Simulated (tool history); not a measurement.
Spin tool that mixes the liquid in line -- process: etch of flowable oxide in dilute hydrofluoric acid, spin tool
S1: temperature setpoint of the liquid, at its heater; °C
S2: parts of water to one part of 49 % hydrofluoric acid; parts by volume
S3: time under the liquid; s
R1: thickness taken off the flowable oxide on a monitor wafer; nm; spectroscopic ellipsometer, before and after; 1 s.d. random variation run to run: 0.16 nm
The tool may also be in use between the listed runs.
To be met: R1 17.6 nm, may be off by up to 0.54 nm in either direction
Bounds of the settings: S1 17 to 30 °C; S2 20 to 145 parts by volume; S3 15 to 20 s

run  hour    S1  S2  S3      R1
  1     0    22  80  20  13.246
  2   8.3    20  80  20  12.016
  3  13.5    22  80  20  13.226
  4  17.9  23.5  80  20  14.192
  5    20    21  80  20  12.454
  6    24    21  80  20  12.373
  7    32  22.5  80  20   13.72
  8    36  23.5  80  20  14.037
  9  37.2  24.5  80  20  14.389
 10  40.9  28.5  75  20  18.452

5 next moves are on the table. One of them brings every result within its allowed miss. Which?
  A  44.6  29.5  65  15   ?
  B  44.6  25.5  50  15   ?
  C  44.6  23.5  60  20   ?
  D  44.6  26.5  65  20   ?
  E  44.6  28.5  60  15   ?

move      R1
   A  16.716
   B  18.937
   C  19.135
   D  19.807
   E  17.543
A: moves the result that the last run missed by most past its target, out the other side
B: the biggest miss grows against the last run
C: the biggest miss grows against the last run
D: the biggest miss grows against the last run
E: every result within its allowed miss
E is the move that brings every result within its allowed miss.
